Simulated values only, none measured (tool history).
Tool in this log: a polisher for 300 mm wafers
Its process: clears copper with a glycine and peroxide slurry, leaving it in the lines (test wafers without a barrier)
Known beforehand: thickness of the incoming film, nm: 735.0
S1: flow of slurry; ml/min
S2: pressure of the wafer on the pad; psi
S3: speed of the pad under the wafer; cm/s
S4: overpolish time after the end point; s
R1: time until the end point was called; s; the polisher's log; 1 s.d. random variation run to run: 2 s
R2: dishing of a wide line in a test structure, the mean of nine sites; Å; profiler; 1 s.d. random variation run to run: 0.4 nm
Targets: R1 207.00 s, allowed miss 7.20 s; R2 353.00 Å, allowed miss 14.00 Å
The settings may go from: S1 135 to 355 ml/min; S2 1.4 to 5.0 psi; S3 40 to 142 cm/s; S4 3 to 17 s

run    day   S1   S2  S3  S4      R1      R2
  1  0.000  225  3.2  90   9  130.60  355.26
  2  0.088  220  2.7  90  10  149.17  348.46
  3  0.446  260  2.7  90  10  144.78  353.80
  4  0.779  260  2.7  90   7  144.17  257.80
  5  1.104  245  2.4  88   9  156.97  307.12
     1.125  -- slurry nozzle cleaned
  6  1.125  240  2.1  86  10  159.23  323.77
  7  1.196  240  1.9  78  11  178.23  323.70
  8  1.362  235  1.8  76  12  185.98  343.01
  9  1.679  230  1.7  74  12  196.07  324.25
 10  1.971  220  1.7  74  12  198.36  319.25
 11  2.071  215  1.7  74  12  195.52  320.10
 12  2.221  215  1.6  74  12  201.18  317.46
 13  2.267  210  1.6  74  12  199.18  311.46
 14  2.383  215  1.6  74  12  198.63  322.02
 15  2.700  210  1.5  74  12  205.48  308.30
 16  2.929  210  1.5  74  13  205.50  329.81
 17  3.042  215  1.5  74  13  203.09  331.25

Exactly one of the 4 candidate moves below puts every result within its allowed miss. Which one?
  A  3.154  165  1.6  74  12   ?   ?
  B  3.154  215  1.4  78  13   ?   ?
  C  3.154  255  1.6  62  12   ?   ?
  D  3.154  195  1.6  70  14   ?   ?

move      R1      R2
   A  208.24  308.79
   B  206.66  332.09
   C  216.28  299.85
   D  209.71  350.71
A: misses by more than the last run did
B: no better and no worse than the last run
C: misses by more than the last run did
D: every result within its allowed miss
Correct choice: D, which meets every target
